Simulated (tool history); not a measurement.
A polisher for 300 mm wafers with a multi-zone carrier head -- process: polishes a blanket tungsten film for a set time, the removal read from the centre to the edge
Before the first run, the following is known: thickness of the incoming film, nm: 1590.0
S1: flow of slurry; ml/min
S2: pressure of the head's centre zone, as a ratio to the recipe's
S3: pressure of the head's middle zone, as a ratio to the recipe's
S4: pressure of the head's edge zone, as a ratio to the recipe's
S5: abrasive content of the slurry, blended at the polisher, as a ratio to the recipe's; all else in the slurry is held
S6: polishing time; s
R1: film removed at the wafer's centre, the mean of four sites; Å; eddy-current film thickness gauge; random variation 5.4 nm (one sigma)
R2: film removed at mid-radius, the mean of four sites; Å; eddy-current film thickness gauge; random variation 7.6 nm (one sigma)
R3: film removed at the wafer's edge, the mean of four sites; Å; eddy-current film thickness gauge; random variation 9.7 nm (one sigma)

run    day   S1    S2    S3    S4    S5  S6      R1      R2      R3
  1  0.000  265  1.00  1.00  1.00  1.00  61  4839.1  4767.8  4713.8
  2  0.242  265  0.94  1.00  1.00  1.00  61  4586.6  4723.9  4733.3
  3  0.512  265  0.90  1.00  1.00  1.00  61  4404.3  4622.7  4689.8
  4  0.804  275  0.95  1.04  1.02  1.10  63  4901.0  5264.9  5117.3
  5  1.033  275  0.87  1.04  1.02  1.10  63  4528.5  5137.1  5067.0
  6  1.142  285  0.94  1.07  1.04  1.20  64  5066.8  5526.6  5353.4
  7  1.392  285  0.94  1.07  1.04  1.20  64  5072.0  5620.7  5348.2
  8  1.638  295  0.98  1.09  1.06  1.25  65  5407.4  5805.9  5557.6

Predict the results of run 9:
  9  1.779  300  1.00  1.11  1.05  1.30  67   ?   ?   ?

Run 9 measured R1 5745.3 Å, R2 6189.9 Å, R3 5753.0 Å.
